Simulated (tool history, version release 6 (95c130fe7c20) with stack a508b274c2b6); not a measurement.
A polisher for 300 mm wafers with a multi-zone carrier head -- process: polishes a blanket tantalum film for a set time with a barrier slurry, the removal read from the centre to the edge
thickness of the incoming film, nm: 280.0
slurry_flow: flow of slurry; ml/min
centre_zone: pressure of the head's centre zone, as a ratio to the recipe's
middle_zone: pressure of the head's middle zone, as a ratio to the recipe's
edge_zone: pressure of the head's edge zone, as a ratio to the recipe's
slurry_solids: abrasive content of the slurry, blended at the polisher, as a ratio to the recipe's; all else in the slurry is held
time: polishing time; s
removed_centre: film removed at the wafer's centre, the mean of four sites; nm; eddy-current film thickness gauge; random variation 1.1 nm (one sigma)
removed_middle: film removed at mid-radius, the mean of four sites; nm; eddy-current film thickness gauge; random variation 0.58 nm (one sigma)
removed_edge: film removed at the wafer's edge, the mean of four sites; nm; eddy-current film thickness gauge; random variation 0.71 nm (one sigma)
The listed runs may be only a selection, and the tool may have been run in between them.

run,hour,slurry_flow,centre_zone,middle_zone,edge_zone,slurry_solids,time,removed_centre,removed_middle,removed_edge
1,0.0,250,1.00,1.00,1.00,1.00,79,85.492,83.634,82.300
2,5.0,245,1.02,0.99,0.96,0.95,79,85.253,80.939,80.484
3,8.7,250,1.05,1.01,0.93,0.90,78,83.985,80.492,76.773
4,17.5,250,1.05,1.01,0.93,0.90,60,65.860,62.467,59.064
5,18.9,215,1.05,1.01,0.93,0.90,60,65.097,61.014,58.292
6,20.4,215,1.05,1.01,0.93,0.90,71,77.322,72.001,70.267
7,25.4,215,1.05,1.01,0.93,0.90,71,75.453,72.385,69.450
8,26.4,220,1.08,1.02,0.93,0.90,71,80.085,72.743,69.513
9,31.1,225,1.09,1.03,0.94,0.90,71,80.286,73.118,69.803
10,36.7,230,1.10,1.04,0.94,0.90,71,83.069,74.585,70.962

Expected results for the next run?
11,42.0,235,1.11,1.05,0.94,0.90,71,?,?,?

removed_centre: 82.702 nm
removed_middle: 75.476 nm
removed_edge: 70.078 nm

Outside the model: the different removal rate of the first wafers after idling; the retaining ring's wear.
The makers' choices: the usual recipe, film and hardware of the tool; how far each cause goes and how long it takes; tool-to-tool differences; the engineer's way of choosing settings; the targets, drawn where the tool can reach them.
